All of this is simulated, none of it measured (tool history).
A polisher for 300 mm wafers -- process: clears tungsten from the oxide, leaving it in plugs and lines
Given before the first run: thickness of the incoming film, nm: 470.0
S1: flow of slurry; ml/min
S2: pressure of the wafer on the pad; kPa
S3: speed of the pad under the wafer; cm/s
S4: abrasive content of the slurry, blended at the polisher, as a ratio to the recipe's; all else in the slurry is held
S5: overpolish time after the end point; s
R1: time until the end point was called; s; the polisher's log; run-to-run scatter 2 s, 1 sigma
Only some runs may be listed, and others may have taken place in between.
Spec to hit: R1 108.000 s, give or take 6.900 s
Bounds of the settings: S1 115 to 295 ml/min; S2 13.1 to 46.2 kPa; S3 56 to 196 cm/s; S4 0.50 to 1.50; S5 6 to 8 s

| run | hour | S1 | S2 | S3 | S4 | S5 | R1 |
|---|---|---|---|---|---|---|---|
| 1 | 0.0 | 190 | 29.6 | 126 | 1.00 | 8 | 59.422 |
| 2 | 4.3 | 160 | 29.6 | 126 | 1.00 | 8 | 61.137 |
| 3 | 7.3 | 160 | 29.6 | 126 | 0.95 | 8 | 62.447 |
| 4 | 11.5 | 180 | 29.6 | 126 | 0.95 | 8 | 60.012 |
| 5 | 19.8 | 180 | 27.6 | 124 | 0.95 | 8 | 66.157 |
| 6 | 21.1 | 180 | 26.2 | 124 | 0.95 | 8 | 68.881 |
| 7 | 24.7 | 180 | 26.2 | 124 | 0.95 | 8 | 69.609 |
| 8 | 25.8 | 180 | 24.8 | 124 | 0.95 | 8 | 72.138 |
| 9 | 33.6 | 180 | 23.4 | 124 | 0.95 | 8 | 78.557 |

Below are 5 possible settings for the next run. Only one of them brings all results inside the allowed miss of their targets. Which is it?
| A | 41.4 | 210 | 32.4 | 128 | 1.00 | 8 | ? |
| B | 41.4 | 185 | 25.5 | 144 | 0.85 | 6 | ? |
| C | 41.4 | 215 | 22.1 | 176 | 0.95 | 8 | ? |
| D | 41.4 | 150 | 18.6 | 112 | 1.05 | 8 | ? |
| E | 41.4 | 190 | 42.1 | 98 | 1.20 | 6 | ? |

| move | R1 |
|---|---|
| A | 50.780 |
| B | 60.473 |
| C | 54.486 |
| D | 102.970 |
| E | 49.459 |
A: further off than the last run
B: further off than the last run
C: further off than the last run
D: meets every target
E: further off than the last run
So the answer is move D, the one that meets all the targets.
